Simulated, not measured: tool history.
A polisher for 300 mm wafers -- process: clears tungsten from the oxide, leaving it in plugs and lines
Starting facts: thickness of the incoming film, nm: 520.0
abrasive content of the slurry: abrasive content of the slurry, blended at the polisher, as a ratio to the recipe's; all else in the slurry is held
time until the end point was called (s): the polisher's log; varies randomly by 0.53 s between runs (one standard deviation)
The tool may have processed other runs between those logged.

| run | hour | flow of slurry (ml/min) | pressure of the wafer on the pad (kPa) | speed of the pad under the wafer (cm/s) | abrasive content of the slurry | overpolish time after the end point (s) | time until the end point was called (s) |
|---|---|---|---|---|---|---|---|
| 1 | 0 | 230 | 28.3 | 130 | 1 | 25 | 84.919 |
| 2 | 8.8 | 230 | 29.6 | 130 | 1 | 25 | 79.624 |
| 3 | 16.1 | 175 | 29.6 | 130 | 1 | 25 | 81.462 |
| 4 | 21.3 | 175 | 31 | 130 | 1 | 25 | 79.138 |
| 5 | 24.9 | 175 | 31 | 130 | 1 | 27 | 78.904 |
| 6 | 31 | 200 | 31 | 130 | 1 | 27 | 77.683 |
| 7 | 33.8 | 200 | 32.4 | 130 | 1 | 27 | 75.361 |

Estimate the outcome of run 8 from the log above:
| 8 | 42.6 | 200 | 33.8 | 130 | 1 | 27 | ? |

time until the end point was called (s): 70.887
